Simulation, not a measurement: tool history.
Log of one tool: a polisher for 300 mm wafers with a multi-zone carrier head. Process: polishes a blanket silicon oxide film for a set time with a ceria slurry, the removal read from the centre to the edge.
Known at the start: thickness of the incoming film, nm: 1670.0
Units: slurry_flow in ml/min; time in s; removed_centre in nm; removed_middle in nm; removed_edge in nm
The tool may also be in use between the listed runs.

run,hour,slurry_flow,centre_zone,middle_zone,edge_zone,time,removed_centre,removed_middle,removed_edge
1,0,170,1,1,1,52,126.51,130.9,124.41
2,8.8,170,0.93,1,1,52,116.66,131.62,127.62
3,17.5,210,0.93,1,1,52,118.44,135.86,129.84
4,18.3,210,0.94,1,1.01,54,126.83,137.25,135.89
5,19,210,0.94,1.08,1.01,54,128.48,143.67,133.41
6,21.2,210,0.94,1.08,1.01,56,130.46,147.24,140.92
7,29.4,210,0.95,1.09,1,57,134.54,151.36,142.22

Run 8 comes next. What will it give?
8,33.8,210,0.96,1.1,1,58,?,?,?

{"run 8": {"removed_centre": 140.4, "removed_middle": 154.06, "removed_edge": 140.7}}
